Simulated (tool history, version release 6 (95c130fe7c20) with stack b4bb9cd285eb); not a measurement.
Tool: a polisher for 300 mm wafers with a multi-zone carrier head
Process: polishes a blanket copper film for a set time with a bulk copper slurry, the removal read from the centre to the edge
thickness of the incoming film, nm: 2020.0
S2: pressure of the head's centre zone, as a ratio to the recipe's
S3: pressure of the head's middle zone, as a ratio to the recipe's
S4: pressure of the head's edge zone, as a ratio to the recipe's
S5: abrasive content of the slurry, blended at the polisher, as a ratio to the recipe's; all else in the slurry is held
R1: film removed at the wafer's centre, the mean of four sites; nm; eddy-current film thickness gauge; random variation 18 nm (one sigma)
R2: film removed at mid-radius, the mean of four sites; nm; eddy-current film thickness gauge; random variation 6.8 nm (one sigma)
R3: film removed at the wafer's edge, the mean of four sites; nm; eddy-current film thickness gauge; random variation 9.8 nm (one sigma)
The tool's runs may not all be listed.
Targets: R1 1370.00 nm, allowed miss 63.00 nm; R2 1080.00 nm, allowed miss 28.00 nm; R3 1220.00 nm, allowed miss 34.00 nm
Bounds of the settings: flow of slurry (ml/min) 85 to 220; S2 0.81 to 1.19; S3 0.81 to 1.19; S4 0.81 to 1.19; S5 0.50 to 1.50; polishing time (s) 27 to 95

run 1 hour=0.0 | flow_of_slurry_(ml/min)=140 S2=1.00 S3=1.00 S4=1.00 S5=1.00 polishing_time_(s)=61 | R1=797.76 R2=785.49 R3=800.42
run 2 hour=4.0 | flow_of_slurry_(ml/min)=155 S2=1.05 S3=0.99 S4=1.05 S5=1.15 polishing_time_(s)=65 | R1=955.88 R2=864.79 R3=906.98
run 3 hour=12.2 | flow_of_slurry_(ml/min)=155 S2=0.98 S3=0.99 S4=1.05 S5=1.15 polishing_time_(s)=65 | R1=884.61 R2=882.11 R3=902.17
run 4 hour=13.2 | flow_of_slurry_(ml/min)=155 S2=0.98 S3=1.03 S4=1.05 S5=1.15 polishing_time_(s)=65 | R1=868.81 R2=895.97 R3=898.24
run 5 hour=19.0 | flow_of_slurry_(ml/min)=155 S2=0.98 S3=1.03 S4=1.00 S5=1.15 polishing_time_(s)=65 | R1=869.40 R2=896.63 R3=881.23
run 6 hour=20.1 | flow_of_slurry_(ml/min)=160 S2=1.02 S3=1.00 S4=1.05 S5=1.25 polishing_time_(s)=68 | R1=979.71 R2=943.16 R3=983.45
run 7 hour=23.4 | flow_of_slurry_(ml/min)=170 S2=1.07 S3=1.00 S4=1.07 S5=1.35 polishing_time_(s)=69 | R1=1073.00 R2=986.47 R3=1016.70
run 8 hour=26.4 | flow_of_slurry_(ml/min)=175 S2=1.10 S3=0.98 S4=1.10 S5=1.40 polishing_time_(s)=71 | R1=1151.40 R2=992.46 R3=1077.60
run 9 hour=32.3 | flow_of_slurry_(ml/min)=180 S2=1.12 S3=0.98 S4=1.12 S5=1.45 polishing_time_(s)=72 | R1=1209.90 R2=1033.30 R3=1101.00
run 10 hour=39.4 | flow_of_slurry_(ml/min)=185 S2=1.13 S3=0.96 S4=1.13 S5=1.45 polishing_time_(s)=73 | R1=1241.40 R2=1020.30 R3=1141.00
run 11 hour=43.7 | flow_of_slurry_(ml/min)=190 S2=1.14 S3=0.96 S4=1.14 S5=1.45 polishing_time_(s)=74 | R1=1287.60 R2=1039.00 R3=1142.30
run 12 hour=45.7 | flow_of_slurry_(ml/min)=190 S2=1.14 S3=0.96 S4=1.15 S5=1.45 polishing_time_(s)=75 | R1=1301.60 R2=1065.00 R3=1182.70
run 13 hour=54.0 | flow_of_slurry_(ml/min)=195 S2=1.15 S3=0.96 S4=1.16 S5=1.45 polishing_time_(s)=75 | R1=1291.80 R2=1070.60 R3=1178.10
run 14 hour=56.9 | flow_of_slurry_(ml/min)=195 S2=1.16 S3=0.95 S4=1.16 S5=1.45 polishing_time_(s)=75 | R1=1269.10 R2=1057.60 R3=1172.70

Which of these 5 next moves meets every target?
run A hour=59.8 | flow_of_slurry_(ml/min)=195 S2=1.11 S3=1.03 S4=1.19 S5=1.35 polishing_time_(s)=72 | R1=? R2=? R3=?
run B hour=59.8 | flow_of_slurry_(ml/min)=205 S2=1.14 S3=0.99 S4=1.19 S5=1.35 polishing_time_(s)=72 | R1=? R2=? R3=?
run C hour=59.8 | flow_of_slurry_(ml/min)=215 S2=1.19 S3=1.03 S4=1.13 S5=1.45 polishing_time_(s)=74 | R1=? R2=? R3=?
run D hour=59.8 | flow_of_slurry_(ml/min)=210 S2=1.15 S3=0.92 S4=1.10 S5=1.40 polishing_time_(s)=79 | R1=? R2=? R3=?
run E hour=59.8 | flow_of_slurry_(ml/min)=220 S2=1.17 S3=0.99 S4=1.19 S5=1.30 polishing_time_(s)=78 | R1=? R2=? R3=?

move=A R1=1179.60 R2=1074.80 R3=1104.00
move=B R1=1219.80 R2=1045.70 R3=1109.60
move=C R1=1340.80 R2=1137.00 R3=1139.00
move=D R1=1366.00 R2=1091.80 R3=1191.40
move=E R1=1357.00 R2=1132.00 R3=1198.60
A: further off than the last run
B: further off than the last run
C: brings the result that was furthest off to its target, and leaves another outside
D: meets every target
E: brings the result that was furthest off to its target, and leaves another outside
Answer: D

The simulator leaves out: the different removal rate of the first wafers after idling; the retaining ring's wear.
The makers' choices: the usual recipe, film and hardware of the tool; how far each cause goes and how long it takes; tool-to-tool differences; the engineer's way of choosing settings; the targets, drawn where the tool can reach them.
